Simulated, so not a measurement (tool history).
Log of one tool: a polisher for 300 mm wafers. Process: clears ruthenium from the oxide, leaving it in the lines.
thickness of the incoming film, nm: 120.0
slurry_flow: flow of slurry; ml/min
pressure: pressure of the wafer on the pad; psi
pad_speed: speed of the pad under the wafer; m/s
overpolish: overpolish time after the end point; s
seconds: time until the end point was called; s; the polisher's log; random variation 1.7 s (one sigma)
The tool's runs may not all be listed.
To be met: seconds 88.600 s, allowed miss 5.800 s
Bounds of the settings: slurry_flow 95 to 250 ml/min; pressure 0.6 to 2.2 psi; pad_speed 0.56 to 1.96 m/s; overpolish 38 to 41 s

run,day,slurry_flow,pressure,pad_speed,overpolish,seconds
1,0.000,160,1.4,1.26,38,139.500
2,0.262,160,1.5,1.28,38,126.570
3,0.342,160,1.2,1.28,38,165.780
4,0.396,130,1.2,1.28,38,166.810
5,0.592,130,1.2,1.46,38,141.650
# day 0.642: worn pad replaced by a new one
6,0.642,130,1.3,1.46,38,128.240
7,0.892,130,1.4,1.46,38,117.580
8,0.942,130,1.5,1.46,38,114.580

4 next moves are on the table. One of them brings every result within its allowed miss. Which?
A,0.992,105,1.5,1.64,38,?
B,0.992,120,1.9,1.44,41,?
C,0.992,170,1.7,1.24,38,?
D,0.992,125,1.6,1.40,38,?

move,seconds
A,101.590
B,89.004
C,107.930
D,107.300
A: nearer than the last run, and not there yet
B: meets every target
C: nearer than the last run, and not there yet
D: nearer than the last run, and not there yet
The right move is B.
